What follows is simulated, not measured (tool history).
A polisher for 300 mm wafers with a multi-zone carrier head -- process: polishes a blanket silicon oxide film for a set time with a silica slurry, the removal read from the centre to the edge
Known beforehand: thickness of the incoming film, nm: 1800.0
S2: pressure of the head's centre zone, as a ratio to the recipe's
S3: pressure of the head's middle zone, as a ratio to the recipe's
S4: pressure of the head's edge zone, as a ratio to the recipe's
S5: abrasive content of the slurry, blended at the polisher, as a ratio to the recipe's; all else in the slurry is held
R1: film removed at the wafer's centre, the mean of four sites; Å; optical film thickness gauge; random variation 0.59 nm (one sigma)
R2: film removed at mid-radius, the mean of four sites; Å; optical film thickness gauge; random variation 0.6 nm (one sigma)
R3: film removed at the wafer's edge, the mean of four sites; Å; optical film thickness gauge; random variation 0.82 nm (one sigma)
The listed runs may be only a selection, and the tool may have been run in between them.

Run 1, day 0.000: flow of slurry (ml/min) 180, S2 1.00, S3 1.00, S4 1.00, S5 1.00, polishing time (s) 40. Result: R1 881.76 Å, R2 874.98 Å, R3 900.37 Å.
Run 2, day 0.371: flow of slurry (ml/min) 160, S2 1.00, S3 1.00, S4 1.00, S5 1.00, polishing time (s) 40. Result: R1 858.39 Å, R2 866.64 Å, R3 894.06 Å.
Run 3, day 0.738: flow of slurry (ml/min) 160, S2 1.00, S3 1.00, S4 1.00, S5 0.85, polishing time (s) 40. Result: R1 825.08 Å, R2 811.52 Å, R3 853.66 Å.
Run 4, day 0.983: flow of slurry (ml/min) 160, S2 1.00, S3 1.00, S4 1.00, S5 0.85, polishing time (s) 47. Result: R1 978.85 Å, R2 955.46 Å, R3 996.21 Å.
Run 5, day 1.333: flow of slurry (ml/min) 160, S2 1.00, S3 1.00, S4 0.95, S5 0.85, polishing time (s) 47. Result: R1 959.21 Å, R2 979.40 Å, R3 958.97 Å.
Run 6, day 1.525: flow of slurry (ml/min) 160, S2 0.99, S3 0.99, S4 0.94, S5 0.80, polishing time (s) 47. Result: R1 935.36 Å, R2 945.96 Å, R3 942.91 Å.
Run 7, day 1.692: flow of slurry (ml/min) 160, S2 0.98, S3 0.99, S4 0.93, S5 0.75, polishing time (s) 47. Result: R1 916.52 Å, R2 930.47 Å, R3 913.95 Å.
Run 8, day 1.833: flow of slurry (ml/min) 125, S2 0.88, S3 0.92, S4 0.86, S5 0.50, polishing time (s) 45. Result: R1 671.46 Å, R2 697.56 Å, R3 728.36 Å.

The next listed run, before its measurement:
Run 9, day 2.104: flow of slurry (ml/min) 130, S2 0.88, S3 0.93, S4 0.86, S5 0.50, polishing time (s) 45. Result: R1 ?, R2 ?, R3 ?.

{"run 9": {"R1": 676.43, "R2": 709.59, "R3": 740.15}}
